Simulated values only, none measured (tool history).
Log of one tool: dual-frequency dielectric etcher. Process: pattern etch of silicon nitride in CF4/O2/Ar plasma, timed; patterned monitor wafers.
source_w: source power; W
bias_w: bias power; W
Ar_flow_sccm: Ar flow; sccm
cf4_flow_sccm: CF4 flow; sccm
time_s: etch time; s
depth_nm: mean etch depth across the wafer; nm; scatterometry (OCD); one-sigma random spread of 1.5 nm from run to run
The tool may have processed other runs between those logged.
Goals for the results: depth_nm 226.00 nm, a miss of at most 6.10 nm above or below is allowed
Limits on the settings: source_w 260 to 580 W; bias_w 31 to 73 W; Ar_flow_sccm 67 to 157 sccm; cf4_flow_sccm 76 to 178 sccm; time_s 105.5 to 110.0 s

Run 1, day 0.000: source_w 420 W, bias_w 52 W, Ar_flow_sccm 112 sccm, cf4_flow_sccm 127 sccm, time_s 105.5 s. Result: depth_nm 190.04 nm.
Run 2, day 0.229: source_w 420 W, bias_w 52 W, Ar_flow_sccm 112 sccm, cf4_flow_sccm 127 sccm, time_s 105.5 s. Result: depth_nm 189.22 nm.
Run 3, day 0.508: source_w 440 W, bias_w 52 W, Ar_flow_sccm 112 sccm, cf4_flow_sccm 127 sccm, time_s 105.5 s. Result: depth_nm 197.85 nm.
Run 4, day 0.817: source_w 460 W, bias_w 52 W, Ar_flow_sccm 112 sccm, cf4_flow_sccm 127 sccm, time_s 105.5 s. Result: depth_nm 207.35 nm.
Run 5, day 1.067: source_w 460 W, bias_w 52 W, Ar_flow_sccm 112 sccm, cf4_flow_sccm 127 sccm, time_s 110.0 s. Result: depth_nm 217.03 nm.
Run 6, day 1.296: source_w 530 W, bias_w 52 W, Ar_flow_sccm 112 sccm, cf4_flow_sccm 127 sccm, time_s 110.0 s. Result: depth_nm 250.28 nm.
Run 7, day 1.604: source_w 520 W, bias_w 52 W, Ar_flow_sccm 112 sccm, cf4_flow_sccm 127 sccm, time_s 110.0 s. Result: depth_nm 246.69 nm.
Run 8, day 1.758: source_w 510 W, bias_w 52 W, Ar_flow_sccm 112 sccm, cf4_flow_sccm 127 sccm, time_s 110.0 s. Result: depth_nm 242.76 nm.
Run 9, day 2.046: source_w 500 W, bias_w 52 W, Ar_flow_sccm 112 sccm, cf4_flow_sccm 127 sccm, time_s 110.0 s. Result: depth_nm 238.12 nm.

Exactly one of the 4 candidate moves below puts every result within its allowed miss. Which one?
Run A, day 2.333: source_w 500 W, bias_w 53 W, Ar_flow_sccm 133 sccm, cf4_flow_sccm 122 sccm, time_s 107.5 s. Result: depth_nm ?.
Run B, day 2.333: source_w 510 W, bias_w 59 W, Ar_flow_sccm 106 sccm, cf4_flow_sccm 138 sccm, time_s 105.5 s. Result: depth_nm ?.
Run C, day 2.333: source_w 530 W, bias_w 58 W, Ar_flow_sccm 103 sccm, cf4_flow_sccm 98 sccm, time_s 107.5 s. Result: depth_nm ?.
Run D, day 2.333: source_w 540 W, bias_w 61 W, Ar_flow_sccm 114 sccm, cf4_flow_sccm 92 sccm, time_s 109.5 s. Result: depth_nm ?.

move  depth_nm
   A    226.10
   B    242.06
   C    245.16
   D    253.42
A: hits every target within its allowed miss
B: lands further from the targets than the last run did
C: lands further from the targets than the last run did
D: lands further from the targets than the last run did
The move that meets every target is A.
